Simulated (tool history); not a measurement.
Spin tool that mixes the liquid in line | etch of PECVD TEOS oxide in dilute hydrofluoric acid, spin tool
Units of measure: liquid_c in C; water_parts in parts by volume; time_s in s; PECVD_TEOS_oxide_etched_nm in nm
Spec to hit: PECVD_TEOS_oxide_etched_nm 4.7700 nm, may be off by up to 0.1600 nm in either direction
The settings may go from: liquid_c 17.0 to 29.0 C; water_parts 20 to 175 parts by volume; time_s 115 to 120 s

run 1 hour=0.0 | liquid_c=21.0 water_parts=95 time_s=115 | PECVD_TEOS_oxide_etched_nm=7.8844
run 2 hour=3.4 | liquid_c=21.0 water_parts=95 time_s=120 | PECVD_TEOS_oxide_etched_nm=8.3565
run 3 hour=12.3 | liquid_c=23.0 water_parts=95 time_s=120 | PECVD_TEOS_oxide_etched_nm=8.9934
run 4 hour=13.7 | liquid_c=23.0 water_parts=65 time_s=120 | PECVD_TEOS_oxide_etched_nm=13.5420
run 5 hour=17.6 | liquid_c=25.5 water_parts=65 time_s=120 | PECVD_TEOS_oxide_etched_nm=15.4400
run 6 hour=22.3 | liquid_c=26.5 water_parts=65 time_s=120 | PECVD_TEOS_oxide_etched_nm=15.9650
run 7 hour=24.6 | liquid_c=24.0 water_parts=80 time_s=120 | PECVD_TEOS_oxide_etched_nm=11.4710
run 8 hour=25.1 | liquid_c=20.0 water_parts=120 time_s=120 | PECVD_TEOS_oxide_etched_nm=6.2011
run 9 hour=26.6 | liquid_c=19.5 water_parts=125 time_s=120 | PECVD_TEOS_oxide_etched_nm=5.7656
run 10 hour=34.6 | liquid_c=19.0 water_parts=125 time_s=120 | PECVD_TEOS_oxide_etched_nm=5.6313
run 11 hour=38.7 | liquid_c=18.5 water_parts=125 time_s=120 | PECVD_TEOS_oxide_etched_nm=5.4688
run 12 hour=39.6 | liquid_c=18.0 water_parts=125 time_s=120 | PECVD_TEOS_oxide_etched_nm=5.3831

4 next moves are on the table. One of them brings every result within its allowed miss. Which?
run A hour=40.5 | liquid_c=18.5 water_parts=135 time_s=120 | PECVD_TEOS_oxide_etched_nm=?
run B hour=40.5 | liquid_c=21.0 water_parts=145 time_s=120 | PECVD_TEOS_oxide_etched_nm=?
run C hour=40.5 | liquid_c=18.0 water_parts=140 time_s=120 | PECVD_TEOS_oxide_etched_nm=?
run D hour=40.5 | liquid_c=18.0 water_parts=125 time_s=115 | PECVD_TEOS_oxide_etched_nm=?

move=A PECVD_TEOS_oxide_etched_nm=5.0722
move=B PECVD_TEOS_oxide_etched_nm=5.1562
move=C PECVD_TEOS_oxide_etched_nm=4.7666
move=D PECVD_TEOS_oxide_etched_nm=5.2019
A: an improvement on the last run, though not all results are within tolerance
B: an improvement on the last run, though not all results are within tolerance
C: all results in spec
D: an improvement on the last run, though not all results are within tolerance
So the answer is move C, the one that meets all the targets.

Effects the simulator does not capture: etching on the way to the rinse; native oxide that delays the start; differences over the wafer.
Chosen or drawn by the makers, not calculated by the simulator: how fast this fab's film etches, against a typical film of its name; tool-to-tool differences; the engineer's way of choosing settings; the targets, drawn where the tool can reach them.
